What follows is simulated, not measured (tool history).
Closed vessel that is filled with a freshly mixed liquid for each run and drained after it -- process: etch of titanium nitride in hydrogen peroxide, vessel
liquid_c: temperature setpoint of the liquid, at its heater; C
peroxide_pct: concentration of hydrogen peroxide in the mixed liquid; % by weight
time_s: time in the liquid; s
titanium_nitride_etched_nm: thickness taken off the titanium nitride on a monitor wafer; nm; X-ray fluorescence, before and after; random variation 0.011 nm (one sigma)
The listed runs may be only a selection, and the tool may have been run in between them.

{"run": 1, "hour": 0.0, "liquid_c": 44.0, "peroxide_pct": 19.5, "time_s": 90, "titanium_nitride_etched_nm": 2.783}
{"run": 2, "hour": 1.7, "liquid_c": 44.0, "peroxide_pct": 24.0, "time_s": 90, "titanium_nitride_etched_nm": 2.8583}
{"run": 3, "hour": 7.2, "liquid_c": 41.5, "peroxide_pct": 24.0, "time_s": 90, "titanium_nitride_etched_nm": 2.3884}
{"run": 4, "hour": 8.9, "liquid_c": 40.0, "peroxide_pct": 24.0, "time_s": 90, "titanium_nitride_etched_nm": 2.1466}
{"run": 5, "hour": 14.6, "liquid_c": 40.0, "peroxide_pct": 24.0, "time_s": 90, "titanium_nitride_etched_nm": 2.1337}
{"run": 6, "hour": 16.3, "liquid_c": 40.0, "peroxide_pct": 21.5, "time_s": 90, "titanium_nitride_etched_nm": 2.0552}
{"run": 7, "hour": 22.5, "liquid_c": 39.0, "peroxide_pct": 21.5, "time_s": 90, "titanium_nitride_etched_nm": 1.9184}

Run 8, settings as shown, results not yet in. Your forecast:
{"run": 8, "hour": 23.4, "liquid_c": 38.5, "peroxide_pct": 21.5, "time_s": 90, "titanium_nitride_etched_nm": "?"}

{"run 8": {"titanium_nitride_etched_nm": 1.8403}}

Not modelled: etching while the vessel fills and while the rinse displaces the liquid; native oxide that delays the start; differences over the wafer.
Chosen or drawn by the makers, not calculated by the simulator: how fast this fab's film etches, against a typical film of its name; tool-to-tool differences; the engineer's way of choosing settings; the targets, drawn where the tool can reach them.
